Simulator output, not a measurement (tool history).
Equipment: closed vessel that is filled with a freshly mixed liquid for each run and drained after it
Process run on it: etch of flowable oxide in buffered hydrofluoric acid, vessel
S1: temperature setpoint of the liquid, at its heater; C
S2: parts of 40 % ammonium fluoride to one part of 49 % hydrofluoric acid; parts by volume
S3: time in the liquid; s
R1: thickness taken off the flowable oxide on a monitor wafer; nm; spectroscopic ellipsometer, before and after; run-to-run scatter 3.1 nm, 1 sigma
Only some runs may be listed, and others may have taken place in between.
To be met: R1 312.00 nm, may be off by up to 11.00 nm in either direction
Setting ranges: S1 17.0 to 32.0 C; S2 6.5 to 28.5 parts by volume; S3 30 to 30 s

{"run": 1, "hour": 0.0, "S1": 25.0, "S2": 17.5, "S3": 30, "R1": 115.94}
{"run": 2, "hour": 4.6, "S1": 23.0, "S2": 17.5, "S3": 30, "R1": 105.08}
{"run": 3, "hour": 8.1, "S1": 25.5, "S2": 14.5, "S3": 30, "R1": 139.7}
{"run": 4, "hour": 10.6, "S1": 25.5, "S2": 14.5, "S3": 30, "R1": 140.1}
{"run": 5, "hour": 13.4, "S1": 27.0, "S2": 12.5, "S3": 30, "R1": 177.42}
{"run": 6, "hour": 20.8, "S1": 28.5, "S2": 11.5, "S3": 30, "R1": 209.79}
{"run": 7, "hour": 22.4, "S1": 29.5, "S2": 11.0, "S3": 30, "R1": 231.72}
{"run": 8, "hour": 30.0, "S1": 30.0, "S2": 10.5, "S3": 30, "R1": 254.73}

Pick the move, out of 4, that brings all results within their allowed miss; only one does.
{"run": "A", "hour": 37.6, "S1": 32.0, "S2": 8.0, "S3": 30, "R1": "?"}
{"run": "B", "hour": 37.6, "S1": 31.0, "S2": 8.5, "S3": 30, "R1": "?"}
{"run": "C", "hour": 37.6, "S1": 26.0, "S2": 10.5, "S3": 30, "R1": "?"}
{"run": "D", "hour": 37.6, "S1": 29.5, "S2": 12.5, "S3": 30, "R1": "?"}

move=A R1=347.18
move=B R1=308.70
move=C R1=198.76
move=D R1=202.04
A: carries the result that was furthest off beyond its target, to the other side
B: all results land within tolerance of their targets
C: further off than the last run
D: further off than the last run
B is the move that brings every result within its allowed miss.
